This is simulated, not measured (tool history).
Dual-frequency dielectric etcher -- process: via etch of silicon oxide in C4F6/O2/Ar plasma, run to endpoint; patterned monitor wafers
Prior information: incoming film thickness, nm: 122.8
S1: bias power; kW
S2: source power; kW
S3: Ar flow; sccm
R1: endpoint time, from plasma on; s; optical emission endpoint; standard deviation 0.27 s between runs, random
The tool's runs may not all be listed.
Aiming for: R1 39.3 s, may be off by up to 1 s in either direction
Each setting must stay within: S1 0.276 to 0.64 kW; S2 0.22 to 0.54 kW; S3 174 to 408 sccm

run 1 hour=0 | S1=0.458 S2=0.38 S3=291 | R1=33.05
run 2 hour=6.1 | S1=0.458 S2=0.43 S3=291 | R1=31.114
run 3 hour=8.7 | S1=0.458 S2=0.43 S3=255 | R1=30.878
run 4 hour=12.7 | S1=0.442 S2=0.42 S3=256 | R1=31.698
-- hour=18.2 bias power generator calibrated
run 5 hour=18.2 | S1=0.516 S2=0.42 S3=256 | R1=29.476
run 6 hour=21.3 | S1=0.482 S2=0.42 S3=256 | R1=29.849
run 7 hour=24.5 | S1=0.463 S2=0.41 S3=257 | R1=30.676
run 8 hour=27.7 | S1=0.447 S2=0.4 S3=261 | R1=31.985
run 9 hour=30.1 | S1=0.447 S2=0.4 S3=261 | R1=31.481
run 10 hour=35.2 | S1=0.433 S2=0.39 S3=266 | R1=32.091

4 candidate next runs follow, results not yet known. Just one meets every target within its allowed miss. Identify it.
run A hour=40.3 | S1=0.331 S2=0.36 S3=296 | R1=?
run B hour=40.3 | S1=0.288 S2=0.34 S3=259 | R1=?
run C hour=40.3 | S1=0.556 S2=0.41 S3=200 | R1=?
run D hour=40.3 | S1=0.384 S2=0.32 S3=312 | R1=?

move=A R1=36.688
move=B R1=38.675
move=C R1=27.767
move=D R1=36.857
A: nearer the targets than the last run, but a result is still out of spec
B: all results land within tolerance of their targets
C: the biggest miss grows against the last run
D: nearer the targets than the last run, but a result is still out of spec
Answer: B

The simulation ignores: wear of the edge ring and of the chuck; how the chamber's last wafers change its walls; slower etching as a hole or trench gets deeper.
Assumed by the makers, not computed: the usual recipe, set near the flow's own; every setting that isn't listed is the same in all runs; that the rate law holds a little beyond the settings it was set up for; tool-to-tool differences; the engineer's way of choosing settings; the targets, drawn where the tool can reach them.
